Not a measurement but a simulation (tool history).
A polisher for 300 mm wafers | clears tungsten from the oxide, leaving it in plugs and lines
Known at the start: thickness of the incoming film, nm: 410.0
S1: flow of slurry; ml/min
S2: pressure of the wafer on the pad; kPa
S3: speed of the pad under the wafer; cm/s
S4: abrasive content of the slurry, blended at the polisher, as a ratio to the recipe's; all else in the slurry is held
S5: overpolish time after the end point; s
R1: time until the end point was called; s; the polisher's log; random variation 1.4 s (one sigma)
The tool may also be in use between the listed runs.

run 1 hour=0.0 | S1=180 S2=22.1 S3=136 S4=1.0 S5=9 | R1=61.559
run 2 hour=3.7 | S1=180 S2=22.1 S3=136 S4=1.0 S5=6 | R1=58.677
run 3 hour=6.2 | S1=180 S2=26.2 S3=136 S4=1.0 S5=6 | R1=50.568
run 4 hour=12.3 | S1=180 S2=23.4 S3=136 S4=1.0 S5=6 | R1=55.682
run 5 hour=17.8 | S1=180 S2=23.4 S3=148 S4=1.0 S5=6 | R1=51.604
run 6 hour=19.7 | S1=180 S2=20.7 S3=146 S4=1.0 S5=6 | R1=60.474
run 7 hour=24.9 | S1=180 S2=19.3 S3=144 S4=1.0 S5=6 | R1=63.977

Forecast run 8:
run 8 hour=32.6 | S1=180 S2=17.9 S3=142 S4=1.0 S5=6 | R1=?

Run 8 gave R1 69.075 s.
